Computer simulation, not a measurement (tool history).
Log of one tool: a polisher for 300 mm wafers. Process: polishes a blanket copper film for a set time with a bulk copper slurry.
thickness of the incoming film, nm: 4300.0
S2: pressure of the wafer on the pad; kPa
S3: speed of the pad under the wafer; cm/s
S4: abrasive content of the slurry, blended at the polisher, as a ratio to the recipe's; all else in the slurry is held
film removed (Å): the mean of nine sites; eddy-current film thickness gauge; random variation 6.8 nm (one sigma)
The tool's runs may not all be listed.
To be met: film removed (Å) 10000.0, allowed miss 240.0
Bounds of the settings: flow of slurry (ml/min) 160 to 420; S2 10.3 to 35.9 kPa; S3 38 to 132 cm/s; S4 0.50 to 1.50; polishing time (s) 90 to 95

Run 1, hour 0.0: flow of slurry (ml/min) 270, S2 22.8 kPa, S3 84 cm/s, S4 1.00, polishing time (s) 90. Result: film removed (Å) 7183.7.
Run 2, hour 3.7: flow of slurry (ml/min) 275, S2 24.8 kPa, S3 84 cm/s, S4 1.00, polishing time (s) 90. Result: film removed (Å) 7870.8.
Run 3, hour 11.6: flow of slurry (ml/min) 340, S2 24.8 kPa, S3 84 cm/s, S4 1.00, polishing time (s) 90. Result: film removed (Å) 7992.6.
Run 4, hour 15.3: flow of slurry (ml/min) 340, S2 24.8 kPa, S3 84 cm/s, S4 1.00, polishing time (s) 95. Result: film removed (Å) 8382.3.
Run 5, hour 22.6: flow of slurry (ml/min) 340, S2 24.8 kPa, S3 84 cm/s, S4 1.10, polishing time (s) 95. Result: film removed (Å) 8659.9.
Run 6, hour 27.0: flow of slurry (ml/min) 340, S2 24.8 kPa, S3 84 cm/s, S4 1.30, polishing time (s) 95. Result: film removed (Å) 8919.8.
Run 7, hour 33.2: flow of slurry (ml/min) 340, S2 25.5 kPa, S3 84 cm/s, S4 1.30, polishing time (s) 95. Result: film removed (Å) 9242.7.
Run 8, hour 41.2: flow of slurry (ml/min) 340, S2 26.2 kPa, S3 84 cm/s, S4 1.30, polishing time (s) 95. Result: film removed (Å) 9377.8.
Run 9, hour 43.8: flow of slurry (ml/min) 340, S2 26.2 kPa, S3 84 cm/s, S4 1.30, polishing time (s) 95. Result: film removed (Å) 9367.8.
Run 10, hour 47.7: flow of slurry (ml/min) 340, S2 26.9 kPa, S3 84 cm/s, S4 1.30, polishing time (s) 95. Result: film removed (Å) 9610.0.

Which of these 4 next moves meets every target?
Run A, hour 51.6: flow of slurry (ml/min) 420, S2 28.3 kPa, S3 94 cm/s, S4 1.10, polishing time (s) 92. Result: film removed (Å) ?.
Run B, hour 51.6: flow of slurry (ml/min) 305, S2 24.8 kPa, S3 90 cm/s, S4 1.30, polishing time (s) 94. Result: film removed (Å) ?.
Run C, hour 51.6: flow of slurry (ml/min) 365, S2 24.1 kPa, S3 100 cm/s, S4 1.30, polishing time (s) 91. Result: film removed (Å) ?.
Run D, hour 51.6: flow of slurry (ml/min) 380, S2 25.5 kPa, S3 92 cm/s, S4 1.05, polishing time (s) 95. Result: film removed (Å) ?.

move  film removed (Å)
   A           10643.0
   B            9319.8
   C            9848.3
   D            9582.3
A: takes the result that was furthest off past its target
B: further off than the last run
C: meets every target
D: further off than the last run
Answer: C
